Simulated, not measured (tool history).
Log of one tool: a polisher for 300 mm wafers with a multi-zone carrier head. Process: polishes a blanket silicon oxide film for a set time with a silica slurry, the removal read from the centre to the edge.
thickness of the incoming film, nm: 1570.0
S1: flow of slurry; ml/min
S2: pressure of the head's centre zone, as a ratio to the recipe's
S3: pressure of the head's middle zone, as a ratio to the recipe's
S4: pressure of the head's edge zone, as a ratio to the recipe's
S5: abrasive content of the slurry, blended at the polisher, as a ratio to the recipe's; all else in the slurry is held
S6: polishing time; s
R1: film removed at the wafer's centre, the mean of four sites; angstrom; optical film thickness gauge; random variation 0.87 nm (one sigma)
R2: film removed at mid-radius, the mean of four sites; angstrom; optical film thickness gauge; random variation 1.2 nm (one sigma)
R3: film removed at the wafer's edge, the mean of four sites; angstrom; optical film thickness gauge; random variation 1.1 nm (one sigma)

Run 1, day 0: S1 185 ml/min, S2 1, S3 1, S4 1, S5 1, S6 52 s. Result: R1 1497.6 angstrom, R2 1508.3 angstrom, R3 1506.8 angstrom.
Run 2, day 0.271: S1 185 ml/min, S2 1, S3 1, S4 0.94, S5 1, S6 52 s. Result: R1 1510 angstrom, R2 1481.5 angstrom, R3 1471.4 angstrom.
Run 3, day 0.525: S1 150 ml/min, S2 1, S3 1, S4 0.94, S5 1, S6 52 s. Result: R1 1415.4 angstrom, R2 1424.3 angstrom, R3 1437.7 angstrom.
Run 4, day 0.638: S1 185 ml/min, S2 1, S3 1, S4 0.94, S5 1, S6 52 s. Result: R1 1495.9 angstrom, R2 1478.4 angstrom, R3 1488.2 angstrom.
Run 5, day 0.8: S1 180 ml/min, S2 1, S3 1, S4 0.93, S5 0.9, S6 51 s. Result: R1 1406.2 angstrom, R2 1366.5 angstrom, R3 1339.1 angstrom.
Run 6, day 0.988: S1 180 ml/min, S2 1, S3 1, S4 0.89, S5 0.9, S6 51 s. Result: R1 1392.8 angstrom, R2 1372.7 angstrom, R3 1318.7 angstrom.

Run 7 comes next. What will it give?
At day 1.242: worn pad replaced by a new one.
Run 7, day 1.242: S1 175 ml/min, S2 0.98, S3 0.97, S4 0.88, S5 0.8, S6 51 s. Result: R1 ?, R2 ?, R3 ?.

R1: 1410.1 angstrom
R2: 1405.5 angstrom
R3: 1357.5 angstrom
